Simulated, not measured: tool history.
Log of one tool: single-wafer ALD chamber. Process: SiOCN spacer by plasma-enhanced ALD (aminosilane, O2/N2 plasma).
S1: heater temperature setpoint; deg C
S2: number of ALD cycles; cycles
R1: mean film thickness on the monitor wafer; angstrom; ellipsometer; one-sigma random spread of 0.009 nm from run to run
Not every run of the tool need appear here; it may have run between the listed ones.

Run 1, hour 0: S1 410 deg C, S2 41 cycles. Result: R1 21.945 angstrom.
Run 2, hour 8.1: S1 420 deg C, S2 41 cycles. Result: R1 21.469 angstrom.
Run 3, hour 15: S1 410 deg C, S2 41 cycles. Result: R1 22.1 angstrom.
Run 4, hour 18.5: S1 410 deg C, S2 43 cycles. Result: R1 23.185 angstrom.
Run 5, hour 23.6: S1 412 deg C, S2 42 cycles. Result: R1 22.467 angstrom.
Run 6, hour 31.4: S1 412 deg C, S2 45 cycles. Result: R1 24.286 angstrom.
Run 7, hour 34.2: S1 413 deg C, S2 43 cycles. Result: R1 22.964 angstrom.
Run 8, hour 34.8: S1 414 deg C, S2 42 cycles. Result: R1 22.388 angstrom.
Run 9, hour 40.9: S1 415 deg C, S2 41 cycles. Result: R1 21.608 angstrom.
Run 10, hour 43.3: S1 417 deg C, S2 40 cycles. Result: R1 21.395 angstrom.
Run 11, hour 46.4: S1 417 deg C, S2 40 cycles. Result: R1 21.096 angstrom.
Run 12, hour 54.7: S1 418 deg C, S2 39 cycles. Result: R1 20.587 angstrom.
Run 13, hour 60.7: S1 419 deg C, S2 38 cycles. Result: R1 20.02 angstrom.

The next listed run, before its measurement:
Run 14, hour 62.3: S1 420 deg C, S2 38 cycles. Result: R1 ?.

Run 14 gave R1 19.732 angstrom.

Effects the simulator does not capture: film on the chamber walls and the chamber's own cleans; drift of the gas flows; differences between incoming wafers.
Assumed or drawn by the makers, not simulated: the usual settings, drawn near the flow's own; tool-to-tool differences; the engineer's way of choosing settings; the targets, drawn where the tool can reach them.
